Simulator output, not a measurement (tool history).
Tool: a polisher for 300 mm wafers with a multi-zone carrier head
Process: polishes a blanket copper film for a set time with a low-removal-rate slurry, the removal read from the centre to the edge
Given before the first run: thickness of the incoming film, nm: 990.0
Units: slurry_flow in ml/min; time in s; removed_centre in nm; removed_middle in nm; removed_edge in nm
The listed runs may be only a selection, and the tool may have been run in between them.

run 1 hour=0.0 | slurry_flow=275 centre_zone=1.00 middle_zone=1.00 edge_zone=1.00 slurry_solids=1.00 time=62 | removed_centre=137.070 removed_middle=142.390 removed_edge=136.500
run 2 hour=5.8 | slurry_flow=260 centre_zone=0.94 middle_zone=0.99 edge_zone=0.96 slurry_solids=0.85 time=52 | removed_centre=107.540 removed_middle=113.020 removed_edge=107.940
run 3 hour=12.2 | slurry_flow=245 centre_zone=0.90 middle_zone=1.02 edge_zone=0.98 slurry_solids=0.75 time=45 | removed_centre=84.608 removed_middle=98.643 removed_edge=92.518
run 4 hour=19.2 | slurry_flow=235 centre_zone=0.87 middle_zone=1.01 edge_zone=0.96 slurry_solids=0.65 time=42 | removed_centre=74.283 removed_middle=86.789 removed_edge=83.896
run 5 hour=27.2 | slurry_flow=235 centre_zone=0.87 middle_zone=1.06 edge_zone=0.96 slurry_solids=0.65 time=42 | removed_centre=75.424 removed_middle=89.772 removed_edge=83.601
run 6 hour=32.9 | slurry_flow=235 centre_zone=0.87 middle_zone=1.06 edge_zone=0.96 slurry_solids=0.65 time=31 | removed_centre=55.992 removed_middle=68.047 removed_edge=61.190

Predict the results of run 7:
run 7 hour=39.9 | slurry_flow=245 centre_zone=0.88 middle_zone=1.05 edge_zone=1.00 slurry_solids=0.75 time=31 | removed_centre=? removed_middle=? removed_edge=?

removed_centre: 57.991 nm
removed_middle: 69.036 nm
removed_edge: 64.374 nm
